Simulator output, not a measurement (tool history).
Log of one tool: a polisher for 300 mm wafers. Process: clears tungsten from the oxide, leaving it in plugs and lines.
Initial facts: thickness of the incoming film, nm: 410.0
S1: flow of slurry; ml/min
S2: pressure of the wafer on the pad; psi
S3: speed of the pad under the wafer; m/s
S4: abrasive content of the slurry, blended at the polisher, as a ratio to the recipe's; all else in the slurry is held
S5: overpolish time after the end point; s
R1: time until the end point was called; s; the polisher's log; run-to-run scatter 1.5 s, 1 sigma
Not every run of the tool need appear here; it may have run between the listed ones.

| run | hour | S1 | S2 | S3 | S4 | S5 | R1 |
|---|---|---|---|---|---|---|---|
| 1 | 0 | 195 | 4.1 | 1.22 | 1 | 6 | 75.702 |
| 2 | 7.8 | 195 | 4.1 | 1.22 | 1 | 4 | 75.083 |
| 3 | 14.2 | 195 | 4.1 | 1.06 | 1 | 4 | 85.824 |
| 4 | 15.1 | 195 | 4.1 | 1.06 | 0.85 | 4 | 91.728 |
| 5 | 19.8 | 195 | 4.5 | 1.06 | 0.85 | 4 | 81.203 |
| 6 | 22.6 | 195 | 4.5 | 1.06 | 0.7 | 4 | 86.416 |

Estimate the outcome of run 7 from the log above:
| 7 | 26.9 | 195 | 4.3 | 1.06 | 0.7 | 4 | ? |

R1: 88.912 s

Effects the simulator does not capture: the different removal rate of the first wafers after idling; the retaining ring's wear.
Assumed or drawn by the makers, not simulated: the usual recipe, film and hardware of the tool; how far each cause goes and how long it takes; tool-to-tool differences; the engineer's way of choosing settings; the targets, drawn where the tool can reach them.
